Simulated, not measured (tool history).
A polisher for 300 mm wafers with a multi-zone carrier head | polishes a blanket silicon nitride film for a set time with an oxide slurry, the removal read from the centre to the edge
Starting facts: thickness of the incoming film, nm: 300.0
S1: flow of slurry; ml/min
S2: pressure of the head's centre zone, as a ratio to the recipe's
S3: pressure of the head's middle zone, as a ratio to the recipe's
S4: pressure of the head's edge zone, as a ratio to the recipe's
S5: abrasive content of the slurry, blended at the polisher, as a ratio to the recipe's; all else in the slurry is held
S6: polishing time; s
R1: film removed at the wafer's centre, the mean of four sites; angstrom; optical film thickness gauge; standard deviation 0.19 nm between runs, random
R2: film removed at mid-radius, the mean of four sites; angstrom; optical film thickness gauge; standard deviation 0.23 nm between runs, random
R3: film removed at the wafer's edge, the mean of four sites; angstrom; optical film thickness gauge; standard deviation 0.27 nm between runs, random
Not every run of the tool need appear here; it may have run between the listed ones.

run  hour   S1    S2    S3    S4    S5  S6      R1      R2      R3
  1   0.0  225  1.00  1.00  1.00  1.00  35  135.02  139.16  144.06
  2   4.4  240  1.04  1.00  1.02  1.10  36  157.02  158.41  159.60
  3  11.9  250  1.07  0.98  1.06  1.15  36  164.42  156.43  167.07
  4  17.4  250  1.07  0.98  1.11  1.15  36  163.68  153.52  167.30
  5  26.3  250  1.07  1.04  1.11  1.15  36  164.99  164.77  171.08
  6  34.2  250  1.07  1.04  1.11  1.05  36  156.16  158.70  160.04
  7  42.9  250  1.07  1.04  1.11  1.05  36  156.40  154.67  161.95
  8  47.8  260  1.10  1.03  1.11  1.15  36  172.24  163.15  165.54
  9  54.1  255  1.11  1.02  1.12  1.25  37  184.31  173.05  184.60
 10  61.0  265  1.13  1.02  1.12  1.30  37  192.48  178.71  182.27
 11  64.0  265  1.14  1.01  1.13  1.35  37  196.99  178.19  189.24
 12  68.6  265  1.14  1.01  1.13  1.35  37  196.90  179.25  190.21
 13  74.1  270  1.15  1.01  1.13  1.40  37  203.71  182.07  190.76
 14  76.1  270  1.16  1.01  1.14  1.40  37  203.80  181.28  199.60
     77.3  -- edge zone pressure recalibrated
 15  77.3  280  1.17  1.01  1.13  1.40  37  207.29  181.74  192.46
 16  78.6  285  1.17  1.01  1.13  1.40  37  206.07  180.08  190.69

Estimate the outcome of run 17 from the log above:
 17  86.4  290  1.18  1.01  1.13  1.45  38   ?   ?   ?

{"run 17": {"R1": 222.93, "R2": 192.8, "R3": 190.28}}

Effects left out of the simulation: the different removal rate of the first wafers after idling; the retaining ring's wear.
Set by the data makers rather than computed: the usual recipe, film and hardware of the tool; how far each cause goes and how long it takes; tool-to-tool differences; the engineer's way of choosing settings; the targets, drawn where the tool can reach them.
